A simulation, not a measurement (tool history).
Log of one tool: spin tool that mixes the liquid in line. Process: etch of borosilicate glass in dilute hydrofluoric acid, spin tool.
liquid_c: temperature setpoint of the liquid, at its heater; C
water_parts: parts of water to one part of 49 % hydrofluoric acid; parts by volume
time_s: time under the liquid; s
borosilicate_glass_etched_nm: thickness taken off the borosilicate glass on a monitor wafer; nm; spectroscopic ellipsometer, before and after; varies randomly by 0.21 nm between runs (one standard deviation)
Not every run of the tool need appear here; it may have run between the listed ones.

run  hour  liquid_c  water_parts  time_s  borosilicate_glass_etched_nm
  1   0.0      24.0          155      75                        18.016
  2   4.9      24.0          100      75                        30.105
  3  10.1      23.0          100      75                        29.070
  4  16.8      23.0          125      75                        22.414
  5  23.9      24.0          125      75                        23.619
  6  28.9      24.0          170      75                        16.227
  7  34.4      26.5          160      75                        19.151
  8  37.2      28.0          155      75                        21.063

What will run 9 give?
  9  38.9      29.0          150      75                             ?

borosilicate_glass_etched_nm: 22.631 nm
